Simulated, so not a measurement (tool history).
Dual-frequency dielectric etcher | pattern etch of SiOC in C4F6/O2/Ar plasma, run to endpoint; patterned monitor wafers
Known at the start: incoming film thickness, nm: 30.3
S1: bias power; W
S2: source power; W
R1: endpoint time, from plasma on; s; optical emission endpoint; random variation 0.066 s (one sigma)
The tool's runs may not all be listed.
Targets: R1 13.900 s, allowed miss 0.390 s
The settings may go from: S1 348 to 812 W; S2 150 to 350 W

{"run": 1, "day": 0.0, "S1": 580, "S2": 250, "R1": 11.628}
{"run": 2, "day": 0.212, "S1": 580, "S2": 230, "R1": 11.847}
{"run": 3, "day": 0.55, "S1": 542, "S2": 220, "R1": 12.267}
{"run": 4, "day": 0.783, "S1": 512, "S2": 210, "R1": 12.776}
{"run": 5, "day": 0.854, "S1": 493, "S2": 210, "R1": 12.967}
{"run": 6, "day": 1.062, "S1": 478, "S2": 210, "R1": 13.047}
{"run": 7, "day": 1.275, "S1": 463, "S2": 210, "R1": 13.388}
{"run": 8, "day": 1.462, "S1": 456, "S2": 210, "R1": 13.279}

5 next moves are on the table. One of them brings every result within its allowed miss. Which?
{"run": "A", "day": 1.65, "S1": 566, "S2": 220, "R1": "?"}
{"run": "B", "day": 1.65, "S1": 413, "S2": 200, "R1": "?"}
{"run": "C", "day": 1.65, "S1": 441, "S2": 230, "R1": "?"}
{"run": "D", "day": 1.65, "S1": 395, "S2": 180, "R1": "?"}
{"run": "E", "day": 1.65, "S1": 435, "S2": 150, "R1": "?"}

move=A R1=12.082
move=B R1=13.929
move=C R1=13.089
move=D R1=14.558
move=E R1=14.726
A: further off than the last run
B: meets every target
C: further off than the last run
D: takes the result that was furthest off past its target
E: takes the result that was furthest off past its target
The right move is B.
